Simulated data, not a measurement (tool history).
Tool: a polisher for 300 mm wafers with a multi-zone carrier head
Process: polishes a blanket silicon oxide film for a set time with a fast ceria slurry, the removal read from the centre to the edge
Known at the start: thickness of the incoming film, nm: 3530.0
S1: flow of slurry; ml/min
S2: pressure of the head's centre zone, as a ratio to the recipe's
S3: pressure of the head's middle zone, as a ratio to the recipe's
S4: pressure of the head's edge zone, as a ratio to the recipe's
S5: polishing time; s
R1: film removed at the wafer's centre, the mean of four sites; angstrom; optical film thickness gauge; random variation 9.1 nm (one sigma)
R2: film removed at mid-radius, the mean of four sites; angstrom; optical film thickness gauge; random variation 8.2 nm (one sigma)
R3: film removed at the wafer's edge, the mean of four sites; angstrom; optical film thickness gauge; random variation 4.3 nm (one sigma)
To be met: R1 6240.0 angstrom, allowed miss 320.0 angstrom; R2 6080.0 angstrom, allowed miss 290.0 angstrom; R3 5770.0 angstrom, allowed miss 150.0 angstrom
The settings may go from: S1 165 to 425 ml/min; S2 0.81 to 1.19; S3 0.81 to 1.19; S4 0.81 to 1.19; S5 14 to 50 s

run   hour   S1    S2    S3    S4  S5      R1      R2      R3
  1    0.0  275  1.00  1.00  1.00  32  4608.4  4735.9  4611.3
  2    0.6  280  1.02  1.02  1.02  33  4822.1  4843.8  4759.1
  3    9.2  280  1.02  1.02  1.05  33  4937.6  4913.6  4849.6
  4   15.8  235  1.02  1.02  1.05  33  4668.1  4795.4  4825.3
  5   17.8  235  1.02  1.02  1.05  27  4016.7  3895.1  3968.5
  6   23.3  245  1.04  1.04  1.06  29  4272.4  4252.6  4279.0
  7   29.6  260  1.06  1.05  1.07  31  4651.2  4653.2  4607.5
  8   31.5  275  1.08  1.06  1.08  32  4787.3  4788.2  4714.5
  9   37.3  285  1.10  1.06  1.08  33  5119.8  5062.3  4956.5
 10   42.0  285  1.10  1.06  1.08  33  5078.4  4879.5  4900.4
 11   45.9  295  1.11  1.07  1.08  34  5438.6  5191.3  5125.8
 12   50.5  300  1.12  1.08  1.09  35  5600.1  5377.8  5250.5
 13   58.5  305  1.13  1.09  1.10  35  5670.1  5495.8  5280.3
 14   60.6  310  1.14  1.10  1.11  35  5656.2  5518.2  5352.6
 15   66.1  315  1.15  1.11  1.12  35  5779.9  5487.9  5364.8
 16   67.7  320  1.15  1.12  1.13  35  5781.9  5630.3  5404.0
 17   69.5  320  1.15  1.12  1.13  35  5679.5  5640.6  5400.2
 18   76.6  325  1.16  1.12  1.13  35  5771.5  5616.6  5469.8
 19   82.6  330  1.17  1.13  1.13  35  5826.0  5660.0  5401.1
 20   88.4  335  1.18  1.14  1.14  36  6150.5  5917.2  5594.6
 21   94.8  335  1.18  1.14  1.15  36  5987.1  5949.5  5631.5
 22  100.2  340  1.18  1.14  1.15  36  6115.8  5896.1  5672.7

Which of these 4 next moves meets every target?
  A  105.6  375  1.19  1.11  1.05  37   ?   ?   ?
  B  105.6  325  1.15  1.02  1.18  36   ?   ?   ?
  C  105.6  355  1.19  1.17  1.18  36   ?   ?   ?
  D  105.6  355  1.07  1.15  1.18  36   ?   ?   ?

move      R1      R2      R3
   A  6453.8  5965.1  5498.6
   B  6024.6  5378.4  5638.5
   C  6255.2  6025.9  5656.4
   D  5709.9  5947.3  5657.8
A: further off than the last run
B: brings the result that was furthest off to its target, and leaves another outside
C: meets every target
D: brings the result that was furthest off to its target, and leaves another outside
Answer: C
